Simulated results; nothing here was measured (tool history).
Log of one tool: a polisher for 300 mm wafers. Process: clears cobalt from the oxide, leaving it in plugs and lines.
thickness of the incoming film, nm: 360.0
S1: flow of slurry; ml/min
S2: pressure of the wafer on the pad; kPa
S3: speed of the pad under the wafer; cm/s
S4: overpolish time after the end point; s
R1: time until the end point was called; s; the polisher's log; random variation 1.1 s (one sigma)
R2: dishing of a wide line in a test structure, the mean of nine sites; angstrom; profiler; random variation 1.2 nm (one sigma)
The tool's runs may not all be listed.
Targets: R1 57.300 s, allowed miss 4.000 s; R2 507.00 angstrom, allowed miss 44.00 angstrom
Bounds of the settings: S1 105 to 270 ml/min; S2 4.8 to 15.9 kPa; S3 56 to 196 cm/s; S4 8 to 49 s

run,hour,S1,S2,S3,S4,R1,R2
1,0.0,175,10.3,126,25,84.905,444.36
2,3.8,155,10.3,126,25,86.344,449.81
3,6.2,175,10.3,126,25,87.021,454.98
4,14.9,175,10.3,126,16,85.971,354.87
5,16.1,175,8.3,126,16,104.660,343.90
6,21.6,175,8.3,126,11,102.100,260.58
7,22.6,175,8.3,126,11,102.970,271.48
8,31.1,175,10.3,130,15,83.305,357.22
9,39.2,175,11.7,132,16,72.846,405.24
10,47.0,175,12.4,134,17,65.669,427.20

5 next moves are on the table. One of them brings every result within its allowed miss. Which?
A,54.8,185,13.8,124,25,?,?
B,54.8,175,12.4,128,28,?,?
C,54.8,205,14.5,134,21,?,?
D,54.8,190,9.7,160,40,?,?
E,54.8,160,11.7,124,13,?,?

move,R1,R2
A,64.531,497.53
B,69.734,502.19
C,56.501,491.74
D,71.061,532.07
E,76.723,354.41
A: nearer than the last run, and not there yet
B: further off than the last run
C: meets every target
D: further off than the last run
E: further off than the last run
Move C is the one to make.
